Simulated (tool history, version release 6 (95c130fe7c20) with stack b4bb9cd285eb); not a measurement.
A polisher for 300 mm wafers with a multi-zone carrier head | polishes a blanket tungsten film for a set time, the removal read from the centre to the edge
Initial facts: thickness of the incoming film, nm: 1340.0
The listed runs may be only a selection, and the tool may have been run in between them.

run  hour  flow of slurry (ml/min)  pressure of the head's centre zone  pressure of the head's middle zone  pressure of the head's edge zone  abrasive content of the slurry  polishing time (s)  film removed at the wafer's centre (angstrom)  film removed at mid-radius (angstrom)  film removed at the wafer's edge (angstrom)
  1     0                      305                                   1                                   1                                 1                               1                  73                                         4638.8                                 4720.3                                       4578.9
  2   4.4                      305                                   1                                   1                                 1                               1                  54                                         3451.1                                 3421.7                                       3416.7
  3  11.8                      305                                   1                                1.06                                 1                               1                  54                                           3417                                 3578.8                                       3366.5
  4  13.8                      305                                   1                                1.06                                 1                             1.2                  54                                         3611.9                                 3769.5                                       3618.8
  5    17                      310                                1.02                                1.07                              1.02                            1.25                  57                                         3960.9                                   4121                                       3877.9
  6  20.6                      310                                1.02                                1.03                              1.02                            1.25                  57                                         3963.9                                 3974.5                                       3783.1
  7    23                      300                                1.03                                1.02                              1.04                             1.3                  61                                         4293.9                                 4189.2                                       4206.1

The next listed run, before its measurement:
  8  26.3                      300                                1.05                                1.03                              1.05                            1.35                  63                                              ?                                      ?                                            ?

Run 8 yielded film removed at the wafer's centre (angstrom) 4613.8, film removed at mid-radius (angstrom) 4440.1, film removed at the wafer's edge (angstrom) 4485.2.
